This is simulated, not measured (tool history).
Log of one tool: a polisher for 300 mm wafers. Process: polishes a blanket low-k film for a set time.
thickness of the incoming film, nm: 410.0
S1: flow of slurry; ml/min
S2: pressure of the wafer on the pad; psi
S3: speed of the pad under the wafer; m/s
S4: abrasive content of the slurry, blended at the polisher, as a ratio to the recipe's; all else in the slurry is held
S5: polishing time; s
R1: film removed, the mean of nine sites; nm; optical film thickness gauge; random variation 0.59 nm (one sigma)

run	hour	S1	S2	S3	S4	S5	R1
1	0.0	160	2.2	1.22	1.0	63	33.787
2	6.0	160	2.4	1.22	1.0	63	35.202
3	14.4	160	2.6	1.24	1.0	63	38.591
4	22.0	160	2.1	1.24	1.0	63	32.559
5	30.6	140	2.1	1.24	1.0	63	31.157
6	32.4	155	2.3	1.26	1.0	63	35.893
7	33.9	160	2.5	1.26	1.0	63	38.116
8	38.1	170	2.6	1.26	1.0	63	40.424
9	46.2	180	2.7	1.26	1.0	63	41.038
10	49.0	180	2.8	1.26	1.0	63	42.640

The next listed run, before its measurement:
11	56.6	180	2.8	1.26	1.0	63	?

Run 11 gave R1 41.802 nm.

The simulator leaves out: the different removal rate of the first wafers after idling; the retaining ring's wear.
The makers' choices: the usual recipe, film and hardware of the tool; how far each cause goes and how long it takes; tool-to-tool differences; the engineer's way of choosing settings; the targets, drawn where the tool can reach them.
